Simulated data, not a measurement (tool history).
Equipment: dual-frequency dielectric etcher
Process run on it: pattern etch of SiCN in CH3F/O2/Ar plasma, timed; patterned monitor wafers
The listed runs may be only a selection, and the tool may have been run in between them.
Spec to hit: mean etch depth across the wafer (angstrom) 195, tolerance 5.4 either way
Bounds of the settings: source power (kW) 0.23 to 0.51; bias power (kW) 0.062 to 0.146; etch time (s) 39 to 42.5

run	hour	source power (kW)	bias power (kW)	etch time (s)	mean etch depth across the wafer (angstrom)
1	0	0.37	0.104	42.5	169.94
2	6.1	0.41	0.104	42.5	174.18
3	9.8	0.37	0.104	42.5	167.48
4	14.4	0.37	0.097	42.5	161.2
5	15	0.38	0.1	42.5	167.52
6	16.1	0.32	0.1	42.5	156.55
7	24.8	0.34	0.102	42.5	161.65
8	29.9	0.36	0.104	42.5	166.02
9	31	0.38	0.106	42.5	171.37
# hour 33.5: source power generator calibrated
10	33.5	0.39	0.107	42.5	174.55
11	41.8	0.4	0.108	42.5	179.41

5 next moves are on the table. One of them brings every result within its allowed miss. Which?
A	50.1	0.42	0.145	41.5	?
B	50.1	0.42	0.112	41.5	?
C	50.1	0.41	0.108	42.5	?
D	50.1	0.45	0.138	41.5	?
E	50.1	0.48	0.121	41	?

move	mean etch depth across the wafer (angstrom)
A	206.61
B	180.65
C	179.95
D	206.25
E	194.68
A: takes the biggest miss from the last run beyond its target
B: an improvement on the last run, though not all results are within tolerance
C: neither nearer nor further off than the last run
D: takes the biggest miss from the last run beyond its target
E: hits every target within its allowed miss
The right move is E.

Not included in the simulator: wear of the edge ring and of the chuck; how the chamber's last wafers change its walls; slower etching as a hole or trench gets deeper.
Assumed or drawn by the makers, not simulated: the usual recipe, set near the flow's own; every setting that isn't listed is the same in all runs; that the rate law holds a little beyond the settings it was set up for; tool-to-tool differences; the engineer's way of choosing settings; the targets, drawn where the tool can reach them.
